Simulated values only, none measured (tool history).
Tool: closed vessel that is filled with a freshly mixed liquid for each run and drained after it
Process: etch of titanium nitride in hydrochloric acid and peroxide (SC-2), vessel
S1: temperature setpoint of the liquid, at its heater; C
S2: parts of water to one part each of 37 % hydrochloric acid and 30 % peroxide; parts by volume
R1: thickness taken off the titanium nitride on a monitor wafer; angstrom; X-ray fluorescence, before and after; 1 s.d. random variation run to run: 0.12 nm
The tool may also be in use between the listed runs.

{"run": 1, "day": 0.0, "S1": 54, "S2": 9, "time in the liquid (s)": 865, "R1": 171.92}
{"run": 2, "day": 0.221, "S1": 54, "S2": 9, "time in the liquid (s)": 655, "R1": 129.65}
{"run": 3, "day": 0.567, "S1": 54.5, "S2": 9, "time in the liquid (s)": 655, "R1": 134.92}
{"run": 4, "day": 0.804, "S1": 55, "S2": 9, "time in the liquid (s)": 655, "R1": 138.37}
{"run": 5, "day": 0.996, "S1": 55, "S2": 9, "time in the liquid (s)": 655, "R1": 137.18}
{"run": 6, "day": 1.204, "S1": 55, "S2": 11.5, "time in the liquid (s)": 655, "R1": 114.02}
{"run": 7, "day": 1.438, "S1": 56.5, "S2": 11.5, "time in the liquid (s)": 655, "R1": 124.37}

What will run 8 give?
{"run": 8, "day": 1.579, "S1": 57.5, "S2": 11.5, "time in the liquid (s)": 655, "R1": "?"}

Run 8 yielded R1 133.06 angstrom.
